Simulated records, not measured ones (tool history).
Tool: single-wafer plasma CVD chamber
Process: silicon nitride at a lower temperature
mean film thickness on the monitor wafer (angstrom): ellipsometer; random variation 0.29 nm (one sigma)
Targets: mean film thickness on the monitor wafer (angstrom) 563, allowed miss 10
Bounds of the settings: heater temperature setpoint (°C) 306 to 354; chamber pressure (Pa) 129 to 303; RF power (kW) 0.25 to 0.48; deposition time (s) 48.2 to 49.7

run,hour,heater temperature setpoint (°C),chamber pressure (Pa),RF power (kW),deposition time (s),mean film thickness on the monitor wafer (angstrom)
1,0,330,216,0.365,48.2,639.19
2,1.3,330,216,0.365,49.7,656.32
3,8.9,330,205,0.36,49.7,646.24
4,13.5,330,196,0.355,49.7,629.13
5,18.8,325,196,0.355,49.7,626.71
6,26.6,325,177,0.355,49.7,617.19
7,27.4,325,172,0.35,49.7,604.68
8,32.7,325,167,0.345,49.7,601.03
9,34.8,325,163,0.34,49.7,586.4

5 next moves are on the table. One of them brings every result within its allowed miss. Which?
A,36.9,322,177,0.36,49.7,?
B,36.9,306,131,0.355,48.2,?
C,36.9,329,187,0.335,49.1,?
D,36.9,320,156,0.37,49.7,?
E,36.9,315,171,0.335,49.7,?

move,mean film thickness on the monitor wafer (angstrom)
A,624.42
B,565.21
C,590.18
D,620.46
E,588.67
A: further off than the last run
B: meets every target
C: further off than the last run
D: further off than the last run
E: further off than the last run
Answer: B

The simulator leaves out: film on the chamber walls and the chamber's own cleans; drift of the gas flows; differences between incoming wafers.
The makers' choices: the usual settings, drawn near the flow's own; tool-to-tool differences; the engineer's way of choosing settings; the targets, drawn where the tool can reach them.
